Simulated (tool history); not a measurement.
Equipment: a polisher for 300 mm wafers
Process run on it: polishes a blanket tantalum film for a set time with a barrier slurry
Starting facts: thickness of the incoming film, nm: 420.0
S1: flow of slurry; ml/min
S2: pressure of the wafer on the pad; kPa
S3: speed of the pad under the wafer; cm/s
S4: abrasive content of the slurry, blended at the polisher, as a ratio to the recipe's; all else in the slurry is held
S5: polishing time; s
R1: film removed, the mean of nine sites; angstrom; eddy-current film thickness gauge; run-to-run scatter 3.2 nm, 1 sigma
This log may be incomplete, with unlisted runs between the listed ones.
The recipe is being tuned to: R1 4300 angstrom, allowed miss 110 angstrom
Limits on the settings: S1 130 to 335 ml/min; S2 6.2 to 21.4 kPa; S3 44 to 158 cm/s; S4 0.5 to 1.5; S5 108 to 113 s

run	hour	S1	S2	S3	S4	S5	R1
1	0	215	13.8	100	1	108	2163.4
2	7.8	215	13.8	100	1	108	2149.9
3	11.2	265	13.8	100	1	108	2177.3
4	16.9	265	15.9	104	1	108	2600.6
5	20	265	17.2	108	1	108	2840.5
6	21.7	265	17.2	108	1.15	108	2970.4
7	30.1	265	18.6	112	1.15	108	3298.1
8	30.9	265	19.3	116	1.15	108	3462
9	36.5	270	20	120	1.15	108	3708.6
10	45	270	21.4	128	1.15	108	4102.6

Exactly one of the 4 candidate moves below puts every result within its allowed miss. Which one?
A	53.5	235	21.4	138	1.2	113	?
B	53.5	310	20.7	154	1.1	108	?
C	53.5	200	21.4	144	1.05	112	?
D	53.5	270	20.7	136	1.2	108	?

move	R1
A	4622.6
B	4714.8
C	4529.7
D	4289.4
A: moves the result that the last run missed by most past its target, out the other side
B: moves the result that the last run missed by most past its target, out the other side
C: moves the result that the last run missed by most past its target, out the other side
D: meets every target
Move D is the one to make.
